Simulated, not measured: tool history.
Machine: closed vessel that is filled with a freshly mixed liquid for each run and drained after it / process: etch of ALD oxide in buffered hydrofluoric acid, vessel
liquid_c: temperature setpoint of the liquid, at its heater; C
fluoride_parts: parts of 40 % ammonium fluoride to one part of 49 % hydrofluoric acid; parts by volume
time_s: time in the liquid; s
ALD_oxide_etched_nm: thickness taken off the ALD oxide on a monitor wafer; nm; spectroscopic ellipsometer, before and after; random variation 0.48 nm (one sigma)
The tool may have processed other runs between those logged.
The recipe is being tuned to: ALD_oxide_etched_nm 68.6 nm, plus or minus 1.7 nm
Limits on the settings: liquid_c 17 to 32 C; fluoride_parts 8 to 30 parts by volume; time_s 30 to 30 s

| run | day | liquid_c | fluoride_parts | time_s | ALD_oxide_etched_nm |
|---|---|---|---|---|---|
| 1 | 0 | 24 | 21.5 | 30 | 44.24 |
| 2 | 0.167 | 21 | 21.5 | 30 | 37.893 |
| 3 | 0.408 | 21 | 16.5 | 30 | 48.272 |
| 4 | 0.5 | 22.5 | 16.5 | 30 | 52.521 |
| 5 | 0.883 | 24 | 16.5 | 30 | 56.963 |
| 6 | 1.258 | 24 | 12 | 30 | 78.29 |
| 7 | 1.462 | 23.5 | 12 | 30 | 76.186 |
| 8 | 1.617 | 23 | 12 | 30 | 74.007 |
| 9 | 1.671 | 22.5 | 12 | 30 | 72.974 |

Next run, 4 choices. One meets every target within its allowed miss, the rest don't. Which?
| A | 1.725 | 20.5 | 10.5 | 30 | ? |
| B | 1.725 | 20 | 11 | 30 | ? |
| C | 1.725 | 22 | 11.5 | 30 | ? |
| D | 1.725 | 19.5 | 10 | 30 | ? |

| move | ALD_oxide_etched_nm |
|---|---|
| A | 72.843 |
| B | 67.694 |
| C | 72.449 |
| D | 72.228 |
A: no better and no worse than the last run
B: each result inside its tolerance
C: nearer than the last run, and not there yet
D: nearer than the last run, and not there yet
Answer: B

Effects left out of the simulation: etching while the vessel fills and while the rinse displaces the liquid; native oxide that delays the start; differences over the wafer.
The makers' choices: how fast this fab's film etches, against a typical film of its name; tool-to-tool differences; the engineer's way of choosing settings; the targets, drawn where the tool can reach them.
